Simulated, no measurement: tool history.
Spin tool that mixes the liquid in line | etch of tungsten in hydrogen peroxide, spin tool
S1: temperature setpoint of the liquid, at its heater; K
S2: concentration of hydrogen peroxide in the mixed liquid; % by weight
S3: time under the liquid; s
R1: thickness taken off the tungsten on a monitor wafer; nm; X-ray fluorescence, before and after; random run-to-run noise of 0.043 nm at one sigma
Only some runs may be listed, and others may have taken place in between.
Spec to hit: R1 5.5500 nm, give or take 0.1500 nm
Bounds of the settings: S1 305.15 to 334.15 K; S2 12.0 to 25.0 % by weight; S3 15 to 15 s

Run 1, hour 0.0: S1 318.15 K, S2 17.0 % by weight, S3 15 s. Result: R1 12.2180 nm.
Run 2, hour 3.3: S1 312.15 K, S2 17.0 % by weight, S3 15 s. Result: R1 8.2927 nm.
Run 3, hour 8.2: S1 312.15 K, S2 19.5 % by weight, S3 15 s. Result: R1 8.8610 nm.
Run 4, hour 15.9: S1 312.15 K, S2 19.5 % by weight, S3 15 s. Result: R1 8.8660 nm.
Run 5, hour 21.3: S1 310.15 K, S2 19.5 % by weight, S3 15 s. Result: R1 7.9037 nm.
Run 6, hour 23.4: S1 308.65 K, S2 19.0 % by weight, S3 15 s. Result: R1 7.0230 nm.
Run 7, hour 30.4: S1 307.65 K, S2 19.0 % by weight, S3 15 s. Result: R1 6.5392 nm.
Run 8, hour 31.2: S1 307.15 K, S2 19.0 % by weight, S3 15 s. Result: R1 6.3258 nm.
Run 9, hour 33.9: S1 306.65 K, S2 19.0 % by weight, S3 15 s. Result: R1 6.0625 nm.
Run 10, hour 42.9: S1 306.15 K, S2 19.0 % by weight, S3 15 s. Result: R1 5.9437 nm.

Exercise: of the 5 proposed moves below, exactly one satisfies all targets within the stated allowed misses. Which move is it?
Run A, hour 51.9: S1 306.65 K, S2 17.0 % by weight, S3 15 s. Result: R1 ?.
Run B, hour 51.9: S1 307.15 K, S2 20.0 % by weight, S3 15 s. Result: R1 ?.
Run C, hour 51.9: S1 307.65 K, S2 17.5 % by weight, S3 15 s. Result: R1 ?.
Run D, hour 51.9: S1 307.65 K, S2 15.0 % by weight, S3 15 s. Result: R1 ?.
Run E, hour 51.9: S1 305.15 K, S2 19.5 % by weight, S3 15 s. Result: R1 ?.

move      R1
   A  5.7704
   B  6.4746
   C  6.2643
   D  5.7997
   E  5.5791
A: better than the last run, though not everything is in spec
B: misses by more than the last run did
C: misses by more than the last run did
D: better than the last run, though not everything is in spec
E: each result inside its tolerance
Answer: E

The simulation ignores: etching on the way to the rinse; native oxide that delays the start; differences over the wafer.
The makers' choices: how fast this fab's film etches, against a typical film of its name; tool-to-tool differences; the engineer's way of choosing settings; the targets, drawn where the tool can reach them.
